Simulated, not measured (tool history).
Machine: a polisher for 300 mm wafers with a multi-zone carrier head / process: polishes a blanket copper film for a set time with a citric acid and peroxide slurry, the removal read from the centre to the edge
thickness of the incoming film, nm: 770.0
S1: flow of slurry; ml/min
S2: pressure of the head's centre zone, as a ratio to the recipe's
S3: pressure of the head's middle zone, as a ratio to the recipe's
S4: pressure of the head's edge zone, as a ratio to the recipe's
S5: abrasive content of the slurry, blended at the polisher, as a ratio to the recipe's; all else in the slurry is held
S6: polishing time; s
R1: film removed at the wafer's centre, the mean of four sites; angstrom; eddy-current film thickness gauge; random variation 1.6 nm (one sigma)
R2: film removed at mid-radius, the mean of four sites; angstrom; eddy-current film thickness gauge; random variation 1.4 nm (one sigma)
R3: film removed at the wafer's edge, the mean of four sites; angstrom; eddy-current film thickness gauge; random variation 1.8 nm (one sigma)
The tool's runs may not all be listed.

run	hour	S1	S2	S3	S4	S5	S6	R1	R2	R3
1	0.0	165	1.00	1.00	1.00	1.00	68	1782.0	1838.8	1899.4
2	2.3	165	1.00	1.00	1.03	1.00	68	1796.7	1864.8	1893.4
3	7.2	155	1.02	0.96	1.02	0.95	68	1774.1	1740.2	1863.5
4	8.0	150	1.04	0.93	1.00	0.90	68	1788.4	1675.4	1804.6
5	10.1	140	1.05	0.90	1.00	0.90	68	1752.7	1595.6	1803.7
6	11.2	135	1.07	0.88	0.99	0.90	68	1773.9	1550.1	1769.7

Estimate the outcome of run 7 from the log above:
7	16.3	130	1.08	0.87	0.99	0.90	68	?	?	?

R1: 1777.9 angstrom
R2: 1514.3 angstrom
R3: 1751.3 angstrom

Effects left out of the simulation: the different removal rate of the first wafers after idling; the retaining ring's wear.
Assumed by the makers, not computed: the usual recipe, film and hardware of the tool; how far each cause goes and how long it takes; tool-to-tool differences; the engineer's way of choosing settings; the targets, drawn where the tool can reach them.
